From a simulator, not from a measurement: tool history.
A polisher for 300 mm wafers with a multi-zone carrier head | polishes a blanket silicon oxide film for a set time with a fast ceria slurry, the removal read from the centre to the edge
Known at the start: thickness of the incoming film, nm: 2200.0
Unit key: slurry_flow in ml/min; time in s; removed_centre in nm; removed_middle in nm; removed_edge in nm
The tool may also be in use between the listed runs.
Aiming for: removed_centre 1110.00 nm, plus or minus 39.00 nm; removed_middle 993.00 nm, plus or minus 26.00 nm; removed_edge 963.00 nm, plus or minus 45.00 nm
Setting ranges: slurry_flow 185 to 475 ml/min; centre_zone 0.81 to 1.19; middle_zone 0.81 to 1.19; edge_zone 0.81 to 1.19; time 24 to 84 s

run 1 day=0.000 | slurry_flow=305 centre_zone=1.00 middle_zone=1.00 edge_zone=1.00 time=54 | removed_centre=815.06 removed_middle=738.84 removed_edge=785.36
run 2 day=0.125 | slurry_flow=315 centre_zone=1.04 middle_zone=1.05 edge_zone=1.03 time=56 | removed_centre=885.01 removed_middle=813.21 removed_edge=785.63
run 3 day=0.412 | slurry_flow=260 centre_zone=1.04 middle_zone=1.05 edge_zone=1.03 time=56 | removed_centre=864.40 removed_middle=791.57 removed_edge=785.13
run 4 day=0.733 | slurry_flow=265 centre_zone=1.05 middle_zone=1.05 edge_zone=1.04 time=59 | removed_centre=932.39 removed_middle=834.99 removed_edge=834.82
run 5 day=1.075 | slurry_flow=265 centre_zone=1.05 middle_zone=0.97 edge_zone=1.04 time=59 | removed_centre=913.00 removed_middle=779.80 removed_edge=840.55
run 6 day=1.104 | slurry_flow=265 centre_zone=1.05 middle_zone=0.97 edge_zone=1.04 time=47 | removed_centre=728.31 removed_middle=627.83 removed_edge=675.82
run 7 day=1.267 | slurry_flow=275 centre_zone=1.06 middle_zone=1.00 edge_zone=1.05 time=53 | removed_centre=837.83 removed_middle=729.60 removed_edge=755.57
-- day=1.642 centre zone pressure recalibrated
run 8 day=1.642 | slurry_flow=280 centre_zone=1.07 middle_zone=1.02 edge_zone=1.07 time=57 | removed_centre=867.94 removed_middle=792.59 removed_edge=849.32
run 9 day=1.942 | slurry_flow=295 centre_zone=1.10 middle_zone=1.04 edge_zone=1.06 time=59 | removed_centre=924.79 removed_middle=853.55 removed_edge=861.22
run 10 day=2.079 | slurry_flow=285 centre_zone=1.11 middle_zone=1.04 edge_zone=1.04 time=62 | removed_centre=968.08 removed_middle=882.06 removed_edge=881.25

Which of these 4 next moves meets every target?
run A day=2.217 | slurry_flow=210 centre_zone=1.19 middle_zone=1.12 edge_zone=0.82 time=69 | removed_centre=? removed_middle=? removed_edge=?
run B day=2.217 | slurry_flow=255 centre_zone=1.12 middle_zone=1.03 edge_zone=0.98 time=71 | removed_centre=? removed_middle=? removed_edge=?
run C day=2.217 | slurry_flow=310 centre_zone=1.10 middle_zone=0.93 edge_zone=1.19 time=59 | removed_centre=? removed_middle=? removed_edge=?
run D day=2.217 | slurry_flow=335 centre_zone=1.10 middle_zone=1.11 edge_zone=1.17 time=70 | removed_centre=? removed_middle=? removed_edge=?

move=A removed_centre=1112.70 removed_middle=997.40 removed_edge=861.35
move=B removed_centre=1111.50 removed_middle=983.63 removed_edge=983.98
move=C removed_centre=929.61 removed_middle=767.32 removed_edge=918.42
move=D removed_centre=1113.70 removed_middle=1065.60 removed_edge=1083.90
A: the worst result of the last run now meets its target, but another is out of spec
B: each result inside its tolerance
C: the biggest miss grows against the last run
D: carries the result that was furthest off beyond its target, to the other side
B meets every target.
